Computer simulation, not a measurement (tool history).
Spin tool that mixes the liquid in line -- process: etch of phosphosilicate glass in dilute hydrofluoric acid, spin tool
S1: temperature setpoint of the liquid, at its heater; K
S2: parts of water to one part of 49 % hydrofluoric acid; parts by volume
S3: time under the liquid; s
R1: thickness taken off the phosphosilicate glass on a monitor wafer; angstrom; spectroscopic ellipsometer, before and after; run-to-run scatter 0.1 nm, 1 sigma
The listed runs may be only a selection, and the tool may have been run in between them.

run	hour	S1	S2	S3	R1
1	0.0	293.15	130	85	338.82
2	5.4	292.65	135	85	317.73
3	14.1	292.15	135	85	312.43
4	17.8	291.65	135	85	304.49
5	21.6	293.65	135	85	329.49
6	25.0	295.15	135	85	351.18
7	28.0	294.15	135	85	336.71

Expected results for the next run?
8	34.9	293.15	135	85	?

R1: 324.72 angstrom

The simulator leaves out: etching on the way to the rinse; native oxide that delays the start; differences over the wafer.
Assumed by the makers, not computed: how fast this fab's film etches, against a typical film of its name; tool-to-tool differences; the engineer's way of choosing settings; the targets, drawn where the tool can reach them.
